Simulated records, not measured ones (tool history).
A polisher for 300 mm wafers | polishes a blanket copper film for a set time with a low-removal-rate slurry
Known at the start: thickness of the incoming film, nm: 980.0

run,hour,flow of slurry (ml/min),pressure of the wafer on the pad (psi),speed of the pad under the wafer (cm/s),abrasive content of the slurry,polishing time (s),film removed (angstrom)
1,0,285,2.3,128,1,58,1954.1
2,2.9,245,2.3,128,1,58,1879.7
3,4.4,245,2.1,124,1,58,1766.6
4,6.5,245,2,116,1,57,1548.4
5,15.1,245,1.9,110,1,57,1426.2
6,19,245,1.9,110,1,53,1322.2
7,21.5,245,1.8,108,1,53,1254.3
8,23.8,245,1.8,108,1,53,1226.4
9,25.3,245,1.7,106,1,53,1184.7
10,26.5,245,1.6,104,1,53,1123.6
11,31.7,245,1.5,102,1,53,1064.3
12,33.2,245,1.4,100,1,53,1020.1

The next listed run, before its measurement:
13,36.5,245,1.3,98,1,53,?

{"run 13": {"film removed (angstrom)": 942.26}}
